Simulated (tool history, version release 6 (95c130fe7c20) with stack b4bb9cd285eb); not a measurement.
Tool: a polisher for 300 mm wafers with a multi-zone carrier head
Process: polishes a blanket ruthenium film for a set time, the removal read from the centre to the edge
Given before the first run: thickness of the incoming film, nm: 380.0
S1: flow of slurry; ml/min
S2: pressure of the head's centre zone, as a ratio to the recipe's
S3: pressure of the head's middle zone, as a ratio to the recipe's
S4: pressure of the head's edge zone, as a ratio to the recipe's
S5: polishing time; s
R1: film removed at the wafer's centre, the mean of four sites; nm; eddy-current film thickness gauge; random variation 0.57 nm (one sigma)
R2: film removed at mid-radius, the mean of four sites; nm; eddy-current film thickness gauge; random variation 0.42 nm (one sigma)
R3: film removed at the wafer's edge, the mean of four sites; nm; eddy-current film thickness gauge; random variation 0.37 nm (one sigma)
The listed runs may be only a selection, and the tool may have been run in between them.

run	day	S1	S2	S3	S4	S5	R1	R2	R3
1	0	255	1	1	1	68	57.647	56.111	58.846
2	0.183	255	1	1	1.07	68	57.562	56.764	59.881
3	0.371	255	1.01	1.03	1.04	66	56.997	55.994	57.257
4	0.438	255	0.97	1.03	1.04	66	53.34	56.333	57.698
5	0.717	250	0.98	1.05	1.01	65	54.47	55.692	55.911
6	0.846	250	0.98	1.05	1.01	53	43.516	45.73	45.638
7	1.117	260	0.99	1.07	1.03	53	45.157	46.214	46.308
8	1.471	260	0.99	1.09	1.02	54	45.961	48.596	46.913
9	1.796	260	0.99	1.09	1.02	54	44.783	48.376	46.66
10	1.858	270	1.01	1.11	1.03	54	47.439	49.241	47.045
11	1.892	280	1.01	1.13	1.04	54	46.856	49.622	47.321
12	2.188	280	1.02	1.14	1.03	55	48.293	51.376	47.67

Run 13 has not been measured yet. What should we expect?
13	2.346	285	1.03	1.15	1.04	55	?	?	?

Run 13 came out at R1 48.307 nm, R2 51.875 nm, R3 48.196 nm.

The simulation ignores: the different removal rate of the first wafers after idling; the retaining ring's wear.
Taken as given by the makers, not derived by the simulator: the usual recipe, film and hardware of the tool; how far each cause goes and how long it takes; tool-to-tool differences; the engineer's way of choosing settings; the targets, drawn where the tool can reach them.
